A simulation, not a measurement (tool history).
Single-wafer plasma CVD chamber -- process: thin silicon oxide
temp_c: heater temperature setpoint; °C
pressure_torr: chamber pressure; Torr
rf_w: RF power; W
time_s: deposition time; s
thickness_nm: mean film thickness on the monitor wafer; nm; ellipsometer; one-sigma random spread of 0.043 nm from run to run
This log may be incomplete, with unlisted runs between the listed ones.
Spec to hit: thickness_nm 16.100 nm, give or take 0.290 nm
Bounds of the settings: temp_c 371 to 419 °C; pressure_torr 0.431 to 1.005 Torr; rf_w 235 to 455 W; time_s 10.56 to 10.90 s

Run 1, hour 0.0: temp_c 395 °C, pressure_torr 0.718 Torr, rf_w 345 W, time_s 10.56 s. Result: thickness_nm 19.307 nm.
Run 2, hour 4.8: temp_c 395 °C, pressure_torr 0.718 Torr, rf_w 345 W, time_s 10.90 s. Result: thickness_nm 19.895 nm.
Run 3, hour 9.8: temp_c 395 °C, pressure_torr 0.718 Torr, rf_w 345 W, time_s 10.56 s. Result: thickness_nm 19.247 nm.
Run 4, hour 12.3: temp_c 395 °C, pressure_torr 0.718 Torr, rf_w 385 W, time_s 10.56 s. Result: thickness_nm 20.430 nm.
Run 5, hour 18.4: temp_c 395 °C, pressure_torr 0.809 Torr, rf_w 385 W, time_s 10.56 s. Result: thickness_nm 22.744 nm.
Run 6, hour 21.4: temp_c 399 °C, pressure_torr 0.809 Torr, rf_w 385 W, time_s 10.56 s. Result: thickness_nm 22.745 nm.
Run 7, hour 22.0: temp_c 399 °C, pressure_torr 0.761 Torr, rf_w 385 W, time_s 10.56 s. Result: thickness_nm 21.536 nm.
Run 8, hour 27.6: temp_c 399 °C, pressure_torr 0.719 Torr, rf_w 385 W, time_s 10.56 s. Result: thickness_nm 20.462 nm.
Run 9, hour 29.2: temp_c 399 °C, pressure_torr 0.684 Torr, rf_w 385 W, time_s 10.56 s. Result: thickness_nm 19.629 nm.
Run 10, hour 35.6: temp_c 399 °C, pressure_torr 0.655 Torr, rf_w 385 W, time_s 10.56 s. Result: thickness_nm 18.780 nm.
Run 11, hour 37.2: temp_c 399 °C, pressure_torr 0.633 Torr, rf_w 385 W, time_s 10.56 s. Result: thickness_nm 18.102 nm.
Run 12, hour 43.1: temp_c 399 °C, pressure_torr 0.617 Torr, rf_w 385 W, time_s 10.56 s. Result: thickness_nm 17.704 nm.
Run 13, hour 44.7: temp_c 399 °C, pressure_torr 0.605 Torr, rf_w 385 W, time_s 10.56 s. Result: thickness_nm 17.304 nm.
Run 14, hour 47.1: temp_c 399 °C, pressure_torr 0.596 Torr, rf_w 385 W, time_s 10.56 s. Result: thickness_nm 17.142 nm.
Run 15, hour 48.2: temp_c 399 °C, pressure_torr 0.544 Torr, rf_w 385 W, time_s 10.56 s. Result: thickness_nm 15.634 nm.
Run 16, hour 55.3: temp_c 399 °C, pressure_torr 0.547 Torr, rf_w 385 W, time_s 10.56 s. Result: thickness_nm 15.772 nm.

5 next moves are on the table. One of them brings every result within its allowed miss. Which?
Run A, hour 62.4: temp_c 407 °C, pressure_torr 0.620 Torr, rf_w 305 W, time_s 10.60 s. Result: thickness_nm ?.
Run B, hour 62.4: temp_c 399 °C, pressure_torr 0.529 Torr, rf_w 370 W, time_s 10.71 s. Result: thickness_nm ?.
Run C, hour 62.4: temp_c 397 °C, pressure_torr 0.528 Torr, rf_w 370 W, time_s 10.88 s. Result: thickness_nm ?.
Run D, hour 62.4: temp_c 409 °C, pressure_torr 0.524 Torr, rf_w 410 W, time_s 10.56 s. Result: thickness_nm ?.
Run E, hour 62.4: temp_c 399 °C, pressure_torr 0.559 Torr, rf_w 390 W, time_s 10.56 s. Result: thickness_nm ?.

move  thickness_nm
   A        15.463
   B        15.137
   C        15.369
   D        15.473
   E        16.181
A: its largest miss is bigger than the last run's
B: its largest miss is bigger than the last run's
C: its largest miss is bigger than the last run's
D: its largest miss is bigger than the last run's
E: meets every target
Move E is the one to make.

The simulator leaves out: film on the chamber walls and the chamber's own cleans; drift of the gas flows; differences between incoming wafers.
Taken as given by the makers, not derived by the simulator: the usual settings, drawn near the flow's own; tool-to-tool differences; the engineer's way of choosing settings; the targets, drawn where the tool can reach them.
